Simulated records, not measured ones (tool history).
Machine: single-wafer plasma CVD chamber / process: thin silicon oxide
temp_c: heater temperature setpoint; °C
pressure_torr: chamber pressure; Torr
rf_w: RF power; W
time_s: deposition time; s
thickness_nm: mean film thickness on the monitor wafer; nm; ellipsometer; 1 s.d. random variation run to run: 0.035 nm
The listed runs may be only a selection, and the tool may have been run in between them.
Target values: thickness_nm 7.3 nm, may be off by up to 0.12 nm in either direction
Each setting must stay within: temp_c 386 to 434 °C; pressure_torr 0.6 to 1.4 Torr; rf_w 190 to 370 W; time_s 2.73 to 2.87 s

run,hour,temp_c,pressure_torr,rf_w,time_s,thickness_nm
1,0,410,1,280,2.87,6.6344
2,3.5,410,1.02,280,2.87,6.6326
3,7.8,410,1.02,280,2.73,6.3701
4,8.9,410,1.04,280,2.73,6.3936
5,10,410,1.04,295,2.73,6.5236
6,11.4,410,1.06,295,2.73,6.6199
7,13.4,410,1.08,295,2.73,6.6886
8,17.3,410,1.08,295,2.73,6.6993
9,21.4,410,1.1,295,2.73,6.7504
10,25.9,410,1.12,295,2.73,6.8174
11,29.2,410,1.13,295,2.73,6.8414
# hour 34.9: capacitance manometer re-zeroed and calibrated
12,34.9,410,1.14,295,2.73,6.7301
13,41.2,410,1.16,295,2.73,6.7451
14,45.9,410,1.18,300,2.73,6.8872
15,47.2,410,1.27,300,2.73,7.037
16,53.9,410,1.28,300,2.73,7.0913
17,61.9,410,1.29,300,2.73,7.1635

5 candidate next runs follow, results not yet known. Just one meets every target within its allowed miss. Identify it.
A,69.9,416,1.4,305,2.77,?
B,69.9,416,1.34,320,2.76,?
C,69.9,409,1.22,310,2.8,?
D,69.9,410,1.25,300,2.73,?
E,69.9,400,1.23,340,2.73,?

move,thickness_nm
A,7.5137
B,7.6018
C,7.3065
D,7.0625
E,7.5537
A: takes the biggest miss from the last run beyond its target
B: takes the biggest miss from the last run beyond its target
C: in spec on every target
D: misses by more than the last run did
E: takes the biggest miss from the last run beyond its target
Move C is the one to make.

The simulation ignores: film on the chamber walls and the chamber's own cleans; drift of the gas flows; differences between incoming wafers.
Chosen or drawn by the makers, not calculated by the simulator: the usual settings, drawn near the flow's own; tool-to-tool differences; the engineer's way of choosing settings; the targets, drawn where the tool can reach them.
